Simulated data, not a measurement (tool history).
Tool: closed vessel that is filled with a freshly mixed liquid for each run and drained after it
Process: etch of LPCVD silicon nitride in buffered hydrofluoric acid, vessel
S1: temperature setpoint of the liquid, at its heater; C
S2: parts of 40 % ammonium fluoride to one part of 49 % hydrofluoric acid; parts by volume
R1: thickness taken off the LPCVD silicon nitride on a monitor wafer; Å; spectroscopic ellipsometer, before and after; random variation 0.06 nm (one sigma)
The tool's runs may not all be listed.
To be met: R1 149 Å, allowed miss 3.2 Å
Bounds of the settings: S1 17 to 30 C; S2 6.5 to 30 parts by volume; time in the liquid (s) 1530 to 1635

run 1 hour=0 | S1=22 S2=18.5 time_in_the_liquid_(s)=1530 | R1=126.86
run 2 hour=3.8 | S1=22 S2=23 time_in_the_liquid_(s)=1530 | R1=104.12
run 3 hour=12.3 | S1=24 S2=23 time_in_the_liquid_(s)=1530 | R1=115.7
run 4 hour=14.4 | S1=25.5 S2=23 time_in_the_liquid_(s)=1530 | R1=125.79
run 5 hour=21.4 | S1=25.5 S2=23 time_in_the_liquid_(s)=1635 | R1=135.21
run 6 hour=23.5 | S1=25.5 S2=23 time_in_the_liquid_(s)=1530 | R1=126.31
run 7 hour=33.1 | S1=26.5 S2=23 time_in_the_liquid_(s)=1530 | R1=133.34
run 8 hour=34.7 | S1=27 S2=23 time_in_the_liquid_(s)=1530 | R1=136.91
run 9 hour=38.1 | S1=27.5 S2=23 time_in_the_liquid_(s)=1530 | R1=141.3
run 10 hour=41.2 | S1=28 S2=23 time_in_the_liquid_(s)=1530 | R1=144.6

Which of these 5 next moves meets every target?
run A hour=44.3 | S1=27.5 S2=23.5 time_in_the_liquid_(s)=1575 | R1=?
run B hour=44.3 | S1=27.5 S2=20.5 time_in_the_liquid_(s)=1555 | R1=?
run C hour=44.3 | S1=27 S2=22.5 time_in_the_liquid_(s)=1590 | R1=?
run D hour=44.3 | S1=30 S2=24.5 time_in_the_liquid_(s)=1540 | R1=?
run E hour=44.3 | S1=27.5 S2=22 time_in_the_liquid_(s)=1585 | R1=?

move=A R1=141.77
move=B R1=156.48
move=C R1=143.54
move=D R1=153.9
move=E R1=149.26
A: further off than the last run
B: takes the result that was furthest off past its target
C: further off than the last run
D: takes the result that was furthest off past its target
E: meets every target
The right move is E.
